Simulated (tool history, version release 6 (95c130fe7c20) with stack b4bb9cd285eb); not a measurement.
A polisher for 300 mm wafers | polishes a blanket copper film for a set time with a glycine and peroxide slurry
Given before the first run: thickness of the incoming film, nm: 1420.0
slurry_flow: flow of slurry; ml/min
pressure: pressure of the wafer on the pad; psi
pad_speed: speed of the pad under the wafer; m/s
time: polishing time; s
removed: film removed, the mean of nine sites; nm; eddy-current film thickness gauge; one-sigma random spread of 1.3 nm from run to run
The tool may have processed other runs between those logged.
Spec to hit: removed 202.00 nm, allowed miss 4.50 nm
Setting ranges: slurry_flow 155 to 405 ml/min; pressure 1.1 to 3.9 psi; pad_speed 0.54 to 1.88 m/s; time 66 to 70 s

{"run": 1, "hour": 0.0, "slurry_flow": 260, "pressure": 2.5, "pad_speed": 1.2, "time": 66, "removed": 328.03}
{"run": 2, "hour": 2.7, "slurry_flow": 260, "pressure": 2.5, "pad_speed": 1.2, "time": 70, "removed": 342.54}
{"run": 3, "hour": 11.5, "slurry_flow": 260, "pressure": 2.5, "pad_speed": 1.2, "time": 66, "removed": 325.14}
{"run": 4, "hour": 14.1, "slurry_flow": 260, "pressure": 2.3, "pad_speed": 1.2, "time": 66, "removed": 301.11}
{"run": 5, "hour": 17.3, "slurry_flow": 260, "pressure": 2.3, "pad_speed": 0.98, "time": 66, "removed": 258.56}
{"run": 6, "hour": 18.2, "slurry_flow": 260, "pressure": 2.7, "pad_speed": 0.98, "time": 66, "removed": 286.94}
{"run": 7, "hour": 19.6, "slurry_flow": 255, "pressure": 2.5, "pad_speed": 0.98, "time": 66, "removed": 276.45}
{"run": 8, "hour": 21.6, "slurry_flow": 255, "pressure": 2.5, "pad_speed": 0.98, "time": 66, "removed": 272.42}
{"run": 9, "hour": 26.7, "slurry_flow": 250, "pressure": 2.3, "pad_speed": 0.98, "time": 66, "removed": 254.16}
{"run": 10, "hour": 34.2, "slurry_flow": 245, "pressure": 2.2, "pad_speed": 0.98, "time": 66, "removed": 249.47}
{"run": 11, "hour": 34.9, "slurry_flow": 245, "pressure": 2.1, "pad_speed": 0.98, "time": 66, "removed": 240.24}
{"run": 12, "hour": 43.2, "slurry_flow": 245, "pressure": 2.0, "pad_speed": 0.98, "time": 66, "removed": 234.36}
{"run": 13, "hour": 44.5, "slurry_flow": 245, "pressure": 1.9, "pad_speed": 0.98, "time": 66, "removed": 228.16}
{"run": 14, "hour": 52.0, "slurry_flow": 240, "pressure": 1.8, "pad_speed": 0.98, "time": 66, "removed": 216.61}
{"run": 15, "hour": 52.7, "slurry_flow": 235, "pressure": 1.8, "pad_speed": 0.98, "time": 66, "removed": 215.37}
{"run": 16, "hour": 58.7, "slurry_flow": 210, "pressure": 1.6, "pad_speed": 0.98, "time": 66, "removed": 196.95}

Below are 5 possible settings for the next run. Only one of them brings all results inside the allowed miss of their targets. Which is it?
{"run": "A", "hour": 64.7, "slurry_flow": 210, "pressure": 1.4, "pad_speed": 0.98, "time": 70, "removed": "?"}
{"run": "B", "hour": 64.7, "slurry_flow": 245, "pressure": 1.9, "pad_speed": 0.86, "time": 66, "removed": "?"}
{"run": "C", "hour": 64.7, "slurry_flow": 155, "pressure": 1.8, "pad_speed": 1.04, "time": 67, "removed": "?"}
{"run": "D", "hour": 64.7, "slurry_flow": 225, "pressure": 1.9, "pad_speed": 0.86, "time": 70, "removed": "?"}
{"run": "E", "hour": 64.7, "slurry_flow": 235, "pressure": 2.0, "pad_speed": 0.82, "time": 69, "removed": "?"}

move=A removed=192.58
move=B removed=203.63
move=C removed=214.96
move=D removed=213.75
move=E removed=211.43
A: misses by more than the last run did
B: all results in spec
C: takes the result that was furthest off past its target
D: takes the result that was furthest off past its target
E: takes the result that was furthest off past its target
Correct choice: B, which meets every target

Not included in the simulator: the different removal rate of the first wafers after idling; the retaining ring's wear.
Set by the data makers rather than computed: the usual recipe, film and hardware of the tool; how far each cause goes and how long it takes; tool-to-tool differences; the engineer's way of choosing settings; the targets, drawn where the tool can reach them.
